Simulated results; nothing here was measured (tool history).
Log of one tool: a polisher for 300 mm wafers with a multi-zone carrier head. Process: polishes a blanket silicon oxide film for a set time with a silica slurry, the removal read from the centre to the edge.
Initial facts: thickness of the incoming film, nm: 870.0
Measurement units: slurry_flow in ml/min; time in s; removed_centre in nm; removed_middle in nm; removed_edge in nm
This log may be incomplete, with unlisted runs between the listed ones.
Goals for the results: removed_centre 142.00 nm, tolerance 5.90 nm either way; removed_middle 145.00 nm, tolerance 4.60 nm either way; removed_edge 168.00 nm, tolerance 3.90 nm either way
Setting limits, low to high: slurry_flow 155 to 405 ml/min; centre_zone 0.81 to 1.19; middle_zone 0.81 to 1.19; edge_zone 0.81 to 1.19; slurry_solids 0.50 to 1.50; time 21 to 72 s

run 1 day=0.000 | slurry_flow=260 centre_zone=1.00 middle_zone=1.00 edge_zone=1.00 slurry_solids=1.00 time=46 | removed_centre=119.13 removed_middle=115.38 removed_edge=117.61
run 2 day=0.175 | slurry_flow=260 centre_zone=1.08 middle_zone=1.00 edge_zone=1.00 slurry_solids=1.00 time=46 | removed_centre=125.14 removed_middle=118.06 removed_edge=119.10
run 3 day=0.392 | slurry_flow=255 centre_zone=1.05 middle_zone=1.00 edge_zone=1.03 slurry_solids=1.10 time=46 | removed_centre=130.17 removed_middle=121.45 removed_edge=124.71
run 4 day=0.458 | slurry_flow=255 centre_zone=1.05 middle_zone=1.00 edge_zone=1.08 slurry_solids=1.10 time=46 | removed_centre=128.07 removed_middle=122.13 removed_edge=127.59
run 5 day=0.800 | slurry_flow=255 centre_zone=0.99 middle_zone=1.00 edge_zone=1.08 slurry_solids=1.10 time=46 | removed_centre=122.76 removed_middle=119.03 removed_edge=126.80
run 6 day=0.979 | slurry_flow=255 centre_zone=0.99 middle_zone=1.00 edge_zone=1.08 slurry_solids=1.10 time=55 | removed_centre=146.67 removed_middle=143.59 removed_edge=151.96
run 7 day=1.062 | slurry_flow=260 centre_zone=0.97 middle_zone=1.00 edge_zone=1.10 slurry_solids=1.10 time=55 | removed_centre=145.23 removed_middle=144.74 removed_edge=153.19
run 8 day=1.167 | slurry_flow=260 centre_zone=0.95 middle_zone=0.99 edge_zone=1.12 slurry_solids=1.10 time=55 | removed_centre=138.44 removed_middle=145.22 removed_edge=153.59
run 9 day=1.525 | slurry_flow=260 centre_zone=0.95 middle_zone=0.97 edge_zone=1.13 slurry_solids=1.10 time=55 | removed_centre=140.54 removed_middle=143.05 removed_edge=154.10
run 10 day=1.862 | slurry_flow=260 centre_zone=0.94 middle_zone=0.96 edge_zone=1.14 slurry_solids=1.15 time=55 | removed_centre=140.57 removed_middle=142.39 removed_edge=157.18
run 11 day=2.233 | slurry_flow=260 centre_zone=0.93 middle_zone=0.95 edge_zone=1.15 slurry_solids=1.15 time=55 | removed_centre=137.99 removed_middle=141.37 removed_edge=158.36
run 12 day=2.358 | slurry_flow=260 centre_zone=0.93 middle_zone=0.95 edge_zone=1.15 slurry_solids=1.15 time=55 | removed_centre=138.71 removed_middle=142.70 removed_edge=158.89
run 13 day=2.642 | slurry_flow=265 centre_zone=0.93 middle_zone=0.94 edge_zone=1.16 slurry_solids=1.15 time=55 | removed_centre=138.44 removed_middle=140.78 removed_edge=160.87

Next run, 4 choices. One meets every target within its allowed miss, the rest don't. Which?
run A day=2.925 | slurry_flow=225 centre_zone=0.92 middle_zone=0.92 edge_zone=1.19 slurry_solids=1.15 time=58 | removed_centre=? removed_middle=? removed_edge=?
run B day=2.925 | slurry_flow=240 centre_zone=0.84 middle_zone=0.91 edge_zone=1.18 slurry_solids=1.10 time=61 | removed_centre=? removed_middle=? removed_edge=?
run C day=2.925 | slurry_flow=200 centre_zone=0.91 middle_zone=0.98 edge_zone=1.05 slurry_solids=1.25 time=55 | removed_centre=? removed_middle=? removed_edge=?
run D day=2.925 | slurry_flow=290 centre_zone=0.95 middle_zone=0.92 edge_zone=1.16 slurry_solids=1.10 time=55 | removed_centre=? removed_middle=? removed_edge=?

move=A removed_centre=142.87 removed_middle=144.72 removed_edge=167.93
move=B removed_centre=137.38 removed_middle=150.33 removed_edge=174.44
move=C removed_centre=135.42 removed_middle=144.23 removed_edge=151.50
move=D removed_centre=141.77 removed_middle=138.99 removed_edge=158.13
A: all results in spec
B: the result that was furthest off in the last run now lies on the other side of its target
C: the biggest miss grows against the last run
D: the biggest miss grows against the last run
So the answer is move A, the one that meets all the targets.
